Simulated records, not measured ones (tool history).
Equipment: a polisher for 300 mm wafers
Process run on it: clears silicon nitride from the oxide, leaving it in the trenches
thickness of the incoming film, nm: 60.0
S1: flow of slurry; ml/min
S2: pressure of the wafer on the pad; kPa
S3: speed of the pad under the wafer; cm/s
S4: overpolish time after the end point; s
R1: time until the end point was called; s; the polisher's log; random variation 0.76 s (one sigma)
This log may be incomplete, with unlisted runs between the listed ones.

Run 1, hour 0: S1 225 ml/min, S2 17.2 kPa, S3 108 cm/s, S4 37 s. Result: R1 71.019 s.
Run 2, hour 1.3: S1 275 ml/min, S2 17.2 kPa, S3 108 cm/s, S4 37 s. Result: R1 68.371 s.
Run 3, hour 4.9: S1 275 ml/min, S2 17.2 kPa, S3 88 cm/s, S4 37 s. Result: R1 83.134 s.
Run 4, hour 9.1: S1 275 ml/min, S2 17.2 kPa, S3 88 cm/s, S4 37 s. Result: R1 86.377 s.
Run 5, hour 11.1: S1 275 ml/min, S2 17.2 kPa, S3 66 cm/s, S4 37 s. Result: R1 112.78 s.
Run 6, hour 13.8: S1 275 ml/min, S2 18.6 kPa, S3 70 cm/s, S4 37 s. Result: R1 96.783 s.

Predict the results of run 7:
Run 7, hour 16.4: S1 275 ml/min, S2 23.4 kPa, S3 80 cm/s, S4 37 s. Result: R1 ?.

Run 7 yielded R1 67.514 s.
